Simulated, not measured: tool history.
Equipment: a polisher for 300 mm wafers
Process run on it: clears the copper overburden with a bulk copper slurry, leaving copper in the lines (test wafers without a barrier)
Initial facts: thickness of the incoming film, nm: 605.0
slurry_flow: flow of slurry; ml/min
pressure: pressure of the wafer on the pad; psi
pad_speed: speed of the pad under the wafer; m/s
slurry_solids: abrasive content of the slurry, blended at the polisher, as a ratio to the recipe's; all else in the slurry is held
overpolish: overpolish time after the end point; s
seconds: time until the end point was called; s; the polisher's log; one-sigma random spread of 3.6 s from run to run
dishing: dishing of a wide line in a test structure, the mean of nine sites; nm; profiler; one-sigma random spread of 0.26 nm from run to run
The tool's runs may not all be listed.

run 1 day=0 | slurry_flow=275 pressure=1.7 pad_speed=1.06 slurry_solids=1 overpolish=15 | seconds=125.74 dishing=46.806
run 2 day=0.029 | slurry_flow=275 pressure=1.6 pad_speed=1 slurry_solids=1 overpolish=13 | seconds=135.18 dishing=39.668
run 3 day=0.083 | slurry_flow=275 pressure=1.6 pad_speed=1 slurry_solids=1 overpolish=17 | seconds=139.54 dishing=47.973
run 4 day=0.167 | slurry_flow=225 pressure=1.6 pad_speed=1 slurry_solids=1 overpolish=17 | seconds=136.64 dishing=47.015
run 5 day=0.304 | slurry_flow=225 pressure=1.5 pad_speed=0.92 slurry_solids=1 overpolish=15 | seconds=152.71 dishing=39.604
run 6 day=0.35 | slurry_flow=225 pressure=1.5 pad_speed=0.92 slurry_solids=1 overpolish=9 | seconds=154.13 dishing=27.062
run 7 day=0.458 | slurry_flow=225 pressure=1.4 pad_speed=0.9 slurry_solids=1 overpolish=9 | seconds=162.28 dishing=25.027
run 8 day=0.788 | slurry_flow=225 pressure=1.3 pad_speed=0.88 slurry_solids=1 overpolish=9 | seconds=182.15 dishing=23.556

Forecast run 9:
run 9 day=0.833 | slurry_flow=225 pressure=1.2 pad_speed=0.88 slurry_solids=1 overpolish=9 | seconds=? dishing=?

Run 9 came out at seconds 195.11 s, dishing 21.468 nm.
